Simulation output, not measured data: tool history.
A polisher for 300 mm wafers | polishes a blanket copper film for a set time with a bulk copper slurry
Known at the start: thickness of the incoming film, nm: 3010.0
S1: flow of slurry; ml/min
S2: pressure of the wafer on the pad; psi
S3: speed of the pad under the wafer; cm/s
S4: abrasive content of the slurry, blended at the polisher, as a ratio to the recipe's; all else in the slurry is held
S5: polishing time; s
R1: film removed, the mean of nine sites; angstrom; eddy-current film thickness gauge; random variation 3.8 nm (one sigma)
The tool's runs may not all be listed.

Run 1, hour 0.0: S1 295 ml/min, S2 1.7 psi, S3 126 cm/s, S4 1.0, S5 53 s. Result: R1 3118.9 angstrom.
Run 2, hour 6.6: S1 295 ml/min, S2 1.7 psi, S3 94 cm/s, S4 1.0, S5 53 s. Result: R1 2337.6 angstrom.
Run 3, hour 7.8: S1 295 ml/min, S2 1.9 psi, S3 94 cm/s, S4 1.0, S5 53 s. Result: R1 2629.9 angstrom.
Run 4, hour 10.7: S1 295 ml/min, S2 2.0 psi, S3 94 cm/s, S4 1.0, S5 53 s. Result: R1 2773.0 angstrom.
Run 5, hour 18.6: S1 295 ml/min, S2 1.8 psi, S3 94 cm/s, S4 1.0, S5 53 s. Result: R1 2500.2 angstrom.
Run 6, hour 21.1: S1 295 ml/min, S2 2.1 psi, S3 94 cm/s, S4 1.0, S5 53 s. Result: R1 2950.9 angstrom.
Run 7, hour 25.8: S1 295 ml/min, S2 2.2 psi, S3 94 cm/s, S4 1.0, S5 53 s. Result: R1 3008.3 angstrom.

Forecast run 8:
Run 8, hour 33.5: S1 305 ml/min, S2 2.7 psi, S3 114 cm/s, S4 1.0, S5 53 s. Result: R1 ?.

Run 8 gave R1 4473.3 angstrom.
